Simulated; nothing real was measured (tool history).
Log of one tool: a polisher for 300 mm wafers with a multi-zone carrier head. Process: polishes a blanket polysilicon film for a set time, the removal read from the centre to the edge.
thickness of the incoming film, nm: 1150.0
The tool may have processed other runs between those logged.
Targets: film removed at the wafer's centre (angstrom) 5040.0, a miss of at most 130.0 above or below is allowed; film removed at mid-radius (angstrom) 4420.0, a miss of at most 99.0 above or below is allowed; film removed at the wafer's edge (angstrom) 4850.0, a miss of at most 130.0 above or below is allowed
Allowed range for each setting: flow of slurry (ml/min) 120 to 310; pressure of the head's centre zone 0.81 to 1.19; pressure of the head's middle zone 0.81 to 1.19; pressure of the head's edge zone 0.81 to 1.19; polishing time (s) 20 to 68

run	hour	flow of slurry (ml/min)	pressure of the head's centre zone	pressure of the head's middle zone	pressure of the head's edge zone	polishing time (s)	film removed at the wafer's centre (angstrom)	film removed at mid-radius (angstrom)	film removed at the wafer's edge (angstrom)
1	0.0	200	1.00	1.00	1.00	44	4605.7	4267.1	4118.8
2	2.8	210	1.00	0.99	1.03	44	4542.4	4211.0	4154.7
3	11.6	215	1.01	0.98	1.05	45	4695.3	4310.2	4330.8
4	12.1	215	1.01	0.98	1.05	50	5276.3	4768.0	4746.9
5	15.9	235	1.01	0.98	1.05	50	5337.7	4797.8	4772.9
6	17.0	235	1.01	0.98	1.05	54	5796.6	5212.8	5168.0
7	25.3	230	1.00	0.96	1.04	54	5672.3	5056.0	5252.7
8	32.7	225	1.00	0.95	1.02	54	5630.3	5057.2	5155.1
9	40.7	225	1.00	0.95	1.02	54	5597.6	4965.5	5120.5
10	43.5	220	0.99	0.94	1.01	54	5583.6	4964.5	5125.3
11	50.0	215	0.98	0.93	1.00	54	5477.0	4860.6	5157.9
12	55.8	210	0.98	0.92	0.98	54	5501.9	4820.7	5066.7
13	62.1	205	0.97	0.91	0.97	54	5361.9	4793.2	5040.0
14	63.0	150	0.97	0.85	0.95	54	5165.7	4352.7	4905.0

5 candidate next runs follow, results not yet known. Just one meets every target within its allowed miss. Identify it.
A	63.9	155	0.97	0.83	0.99	55	?	?	?
B	63.9	135	0.99	0.82	0.90	55	?	?	?
C	63.9	210	0.96	0.81	0.89	53	?	?	?
D	63.9	125	0.95	0.87	0.93	55	?	?	?
E	63.9	170	0.94	0.81	0.98	53	?	?	?

move	film removed at the wafer's centre (angstrom)	film removed at mid-radius (angstrom)	film removed at the wafer's edge (angstrom)
A	5340.5	4395.6	5031.2
B	5348.9	4279.8	4846.7
C	5289.2	4296.4	4834.8
D	5079.3	4450.7	4851.0
E	5046.8	4198.0	4874.4
A: its largest miss is bigger than the last run's
B: its largest miss is bigger than the last run's
C: its largest miss is bigger than the last run's
D: hits every target within its allowed miss
E: the furthest-off result lands on target, but another misses its tolerance
Move D is the one to make.
